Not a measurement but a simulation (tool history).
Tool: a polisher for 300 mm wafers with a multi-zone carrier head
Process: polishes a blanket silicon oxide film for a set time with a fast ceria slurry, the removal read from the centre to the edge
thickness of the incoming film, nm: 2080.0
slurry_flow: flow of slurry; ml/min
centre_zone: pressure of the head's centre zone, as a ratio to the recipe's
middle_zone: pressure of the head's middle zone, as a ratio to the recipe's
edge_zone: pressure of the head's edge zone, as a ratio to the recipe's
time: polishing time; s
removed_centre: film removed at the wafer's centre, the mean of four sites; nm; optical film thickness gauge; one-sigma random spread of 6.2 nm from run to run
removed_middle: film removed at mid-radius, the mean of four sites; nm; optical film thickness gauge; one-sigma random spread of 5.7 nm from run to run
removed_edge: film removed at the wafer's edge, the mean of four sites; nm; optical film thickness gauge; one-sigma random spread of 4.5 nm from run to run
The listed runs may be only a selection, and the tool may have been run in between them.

{"run": 1, "day": 0.0, "slurry_flow": 205, "centre_zone": 1, "middle_zone": 1, "edge_zone": 1, "time": 52, "removed_centre": 578.56, "removed_middle": 574.37, "removed_edge": 596.22}
{"run": 2, "day": 0.1, "slurry_flow": 225, "centre_zone": 1.05, "middle_zone": 1.06, "edge_zone": 1.03, "time": 53, "removed_centre": 627.91, "removed_middle": 625.62, "removed_edge": 624.48}
{"run": 3, "day": 0.462, "slurry_flow": 240, "centre_zone": 1.09, "middle_zone": 1.1, "edge_zone": 1.05, "time": 54, "removed_centre": 676.54, "removed_middle": 656.52, "removed_edge": 636.47}
{"run": 4, "day": 0.725, "slurry_flow": 280, "centre_zone": 1.09, "middle_zone": 1.1, "edge_zone": 1.05, "time": 54, "removed_centre": 688.98, "removed_middle": 676.13, "removed_edge": 655.57}
{"run": 5, "day": 0.925, "slurry_flow": 315, "centre_zone": 1.09, "middle_zone": 1.1, "edge_zone": 1.05, "time": 54, "removed_centre": 688.41, "removed_middle": 679, "removed_edge": 654.53}
{"run": 6, "day": 1.154, "slurry_flow": 315, "centre_zone": 1.09, "middle_zone": 1.1, "edge_zone": 1.05, "time": 67, "removed_centre": 852.37, "removed_middle": 833.03, "removed_edge": 805.01}
{"run": 7, "day": 1.412, "slurry_flow": 310, "centre_zone": 1.08, "middle_zone": 1.09, "edge_zone": 0.99, "time": 66, "removed_centre": 847.36, "removed_middle": 815.55, "removed_edge": 774.46}

Expected results for the next run?
{"run": 8, "day": 1.567, "slurry_flow": 305, "centre_zone": 1.06, "middle_zone": 1.09, "edge_zone": 0.95, "time": 65, "removed_centre": "?", "removed_middle": "?", "removed_edge": "?"}

Run 8 measured removed_centre 821.11 nm, removed_middle 807.46 nm, removed_edge 751.67 nm.

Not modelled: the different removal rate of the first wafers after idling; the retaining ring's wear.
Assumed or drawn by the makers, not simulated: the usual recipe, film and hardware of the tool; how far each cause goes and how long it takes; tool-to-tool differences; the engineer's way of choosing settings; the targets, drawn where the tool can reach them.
